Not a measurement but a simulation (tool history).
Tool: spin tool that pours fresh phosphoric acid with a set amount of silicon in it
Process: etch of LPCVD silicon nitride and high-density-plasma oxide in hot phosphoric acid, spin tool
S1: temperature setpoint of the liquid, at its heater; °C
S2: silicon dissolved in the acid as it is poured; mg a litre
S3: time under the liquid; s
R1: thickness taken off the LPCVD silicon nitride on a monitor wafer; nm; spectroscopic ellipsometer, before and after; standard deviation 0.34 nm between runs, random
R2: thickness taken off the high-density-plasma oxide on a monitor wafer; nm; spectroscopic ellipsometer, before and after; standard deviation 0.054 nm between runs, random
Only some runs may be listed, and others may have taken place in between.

| run | hour | S1 | S2 | S3 | R1 | R2 |
|---|---|---|---|---|---|---|
| 1 | 0 | 163 | 8 | 180 | 20.603 | 0.54307 |
| 2 | 3.8 | 163 | 8 | 215 | 24.538 | 0.66598 |
| 3 | 11 | 163.5 | 9.5 | 225 | 26.429 | 0.67767 |
| 4 | 13.1 | 164 | 10 | 235 | 27.725 | 0.80914 |
| 5 | 14.1 | 164 | 13 | 235 | 28.171 | 0.72108 |
| 6 | 22.7 | 162.5 | 13 | 235 | 26.347 | 0.67029 |
| 7 | 28.1 | 163 | 14 | 240 | 27.521 | 0.64897 |
| 8 | 34.9 | 163 | 14 | 240 | 27.478 | 0.65002 |

Predict the results of run 9:
| 9 | 39.8 | 163.5 | 14.5 | 245 | ? | ? |

{"run 9": {"R1": 29.039, "R2": 0.65612}}
